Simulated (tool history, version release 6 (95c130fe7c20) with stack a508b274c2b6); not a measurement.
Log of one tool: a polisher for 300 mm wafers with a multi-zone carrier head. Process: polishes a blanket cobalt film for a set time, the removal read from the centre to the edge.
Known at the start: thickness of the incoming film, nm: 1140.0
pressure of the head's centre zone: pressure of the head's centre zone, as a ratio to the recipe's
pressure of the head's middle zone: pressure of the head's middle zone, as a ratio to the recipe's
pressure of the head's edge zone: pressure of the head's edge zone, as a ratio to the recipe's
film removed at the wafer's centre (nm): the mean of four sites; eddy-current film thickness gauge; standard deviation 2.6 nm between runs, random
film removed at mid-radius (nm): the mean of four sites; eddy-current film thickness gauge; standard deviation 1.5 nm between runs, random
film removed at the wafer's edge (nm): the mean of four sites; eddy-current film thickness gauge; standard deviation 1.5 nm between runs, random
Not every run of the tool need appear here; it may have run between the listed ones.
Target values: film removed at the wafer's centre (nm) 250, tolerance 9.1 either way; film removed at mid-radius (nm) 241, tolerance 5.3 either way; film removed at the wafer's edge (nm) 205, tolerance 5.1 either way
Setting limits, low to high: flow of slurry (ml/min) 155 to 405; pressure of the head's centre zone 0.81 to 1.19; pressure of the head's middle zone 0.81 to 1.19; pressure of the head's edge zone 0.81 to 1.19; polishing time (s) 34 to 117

run	hour	flow of slurry (ml/min)	pressure of the head's centre zone	pressure of the head's middle zone	pressure of the head's edge zone	polishing time (s)	film removed at the wafer's centre (nm)	film removed at mid-radius (nm)	film removed at the wafer's edge (nm)
1	0	260	1	1	1	75	375.34	373.42	364.52
2	8.8	260	1	1	0.97	75	374.44	372.57	357.18
3	10.4	260	1.08	1	0.97	75	397.82	374.41	360.61
4	17.8	260	1.08	1	0.97	84	452.64	415.55	407.18
5	19.7	260	1.08	0.93	0.97	84	446.12	393.74	408.44
6	23.5	265	1.09	0.96	0.93	71	379.29	341.57	342.77
7	29.7	255	1.11	1	0.89	61	338	298.62	288.62
8	31.9	245	1.1	1.04	0.87	55	291.39	284.17	253.91
9	38.9	230	1.12	1.05	0.85	52	285.53	265.76	240.62
10	40.1	215	1.12	1.07	0.84	50	272.03	259.84	228.92
11	41	175	1.14	1.09	0.81	44	230.67	223.39	194.63

4 next moves are on the table. One of them brings every result within its allowed miss. Which?
A	41.9	185	1.15	1.11	0.82	46	?	?	?
B	41.9	155	1.12	1.05	0.88	42	?	?	?
C	41.9	155	1.08	1.17	0.97	46	?	?	?
D	41.9	165	1.15	0.95	0.9	46	?	?	?

move	film removed at the wafer's centre (nm)	film removed at mid-radius (nm)	film removed at the wafer's edge (nm)
A	250.59	241.76	203.28
B	217.28	205.93	186.13
C	229.6	247.5	209.07
D	246.42	208.91	206.58
A: meets every target
B: misses by more than the last run did
C: takes the biggest miss from the last run beyond its target
D: misses by more than the last run did
A meets every target.
